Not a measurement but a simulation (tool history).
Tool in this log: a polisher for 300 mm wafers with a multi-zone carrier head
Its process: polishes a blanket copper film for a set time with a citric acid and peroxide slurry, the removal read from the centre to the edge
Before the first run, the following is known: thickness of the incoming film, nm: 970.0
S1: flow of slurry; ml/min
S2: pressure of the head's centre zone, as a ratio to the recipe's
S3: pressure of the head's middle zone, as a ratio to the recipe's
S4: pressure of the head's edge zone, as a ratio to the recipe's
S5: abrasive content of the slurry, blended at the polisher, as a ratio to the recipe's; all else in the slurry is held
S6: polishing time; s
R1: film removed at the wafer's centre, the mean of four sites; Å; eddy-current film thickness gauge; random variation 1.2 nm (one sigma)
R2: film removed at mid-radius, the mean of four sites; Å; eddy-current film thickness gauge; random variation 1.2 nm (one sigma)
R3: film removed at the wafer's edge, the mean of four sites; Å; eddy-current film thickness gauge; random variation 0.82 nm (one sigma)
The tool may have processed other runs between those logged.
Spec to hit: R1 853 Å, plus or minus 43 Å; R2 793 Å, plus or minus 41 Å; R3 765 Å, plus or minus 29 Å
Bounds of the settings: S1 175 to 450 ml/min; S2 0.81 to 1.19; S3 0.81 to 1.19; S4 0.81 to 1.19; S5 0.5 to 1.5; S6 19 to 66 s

run,hour,S1,S2,S3,S4,S5,S6,R1,R2,R3
1,0,290,1,1,1,1,42,588.27,576.77,553.02
2,2.8,290,1,1,1.04,1,42,585.75,606.38,580.54
3,6.9,290,1,1,1.04,1,32,439.78,447.36,439.81
4,12.1,290,1,1,1.1,1,32,440.39,447.35,447.69
5,20.3,290,1,0.93,1.1,1,32,452.12,414.49,455.84
6,24.9,295,1.03,0.95,1.1,1.15,37,547.53,510.94,528.45
7,30.3,300,1.04,0.95,1.11,1.25,40,590.01,546.64,585.19
8,34.6,300,1.07,0.97,1.11,1.3,43,661.13,614.03,628.93
9,37.1,300,1.09,0.98,1.11,1.35,45,737.17,641.58,672.29
10,42.9,305,1.09,1.01,1.11,1.4,46,732.83,680.62,693.66

4 next moves are on the table. One of them brings every result within its allowed miss. Which?
A,48.7,245,1.19,1.01,1.01,1.5,54,?,?,?
B,48.7,335,1.03,1.07,1.15,1.4,50,?,?,?
C,48.7,255,1.1,1.05,1.08,1.3,53,?,?,?
D,48.7,340,1.14,0.97,1.17,1.5,49,?,?,?

move,R1,R2,R3
A,937.33,799.51,763.48
B,770.26,795.3,764.7
C,836.7,797.98,760.53
D,845.44,725.27,765.84
A: takes the result that was furthest off past its target
B: nearer than the last run, and not there yet
C: every result lands within tolerance
D: the furthest-off result lands on target, but another misses its tolerance
Answer: C

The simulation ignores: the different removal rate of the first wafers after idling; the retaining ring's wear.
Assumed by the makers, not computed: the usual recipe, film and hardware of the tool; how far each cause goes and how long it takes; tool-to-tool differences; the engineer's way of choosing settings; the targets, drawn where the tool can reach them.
